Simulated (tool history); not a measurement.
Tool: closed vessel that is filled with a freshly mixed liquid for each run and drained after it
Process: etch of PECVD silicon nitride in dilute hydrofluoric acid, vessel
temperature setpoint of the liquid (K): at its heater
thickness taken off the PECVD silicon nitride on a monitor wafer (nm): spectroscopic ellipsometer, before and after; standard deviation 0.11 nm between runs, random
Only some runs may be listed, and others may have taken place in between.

run	hour	temperature setpoint of the liquid (K)	parts of water to one part of 49 % hydrofluoric acid (parts by volume)	time in the liquid (s)	thickness taken off the PECVD silicon nitride on a monitor wafer (nm)
1	0	297.15	250	2015	26.064
2	2.6	296.65	250	2015	25.277
3	11.2	296.15	250	2015	24.356
4	17.8	296.15	290	2015	21.244
5	25.4	296.15	375	2015	16.356
6	30.5	297.65	375	2015	18.02
7	39.1	298.65	375	2015	19.071

What does the tool deliver on the next run?
8	45.6	299.65	375	2015	?

Run 8 produced thickness taken off the PECVD silicon nitride on a monitor wafer (nm) 20.111.
